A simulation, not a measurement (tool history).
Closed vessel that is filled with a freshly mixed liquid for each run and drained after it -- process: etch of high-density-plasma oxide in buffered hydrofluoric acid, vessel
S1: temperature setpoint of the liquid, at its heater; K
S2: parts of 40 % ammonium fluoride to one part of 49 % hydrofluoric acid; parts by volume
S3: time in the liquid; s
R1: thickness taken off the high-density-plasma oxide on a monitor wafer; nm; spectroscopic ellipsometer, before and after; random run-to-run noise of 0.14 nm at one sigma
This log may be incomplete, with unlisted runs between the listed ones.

run    day      S1    S2  S3      R1
  1      0  293.15  19.5  35  29.888
  2  0.225  294.65  19.5  35  32.522
  3  0.375  292.65  19.5  35  29.109
  4  0.712  290.15  19.5  35  25.302
  5   0.95  292.65  19.5  35  29.116
  6  1.054  292.65  19.5  35    28.9
  7  1.292  294.65  19.5  35   32.55
  8  1.496  295.65  19.5  35  34.448

Run 9 is up next; what results do you expect?
  9  1.538  296.65  19.5  35   ?

R1: 36.404 nm
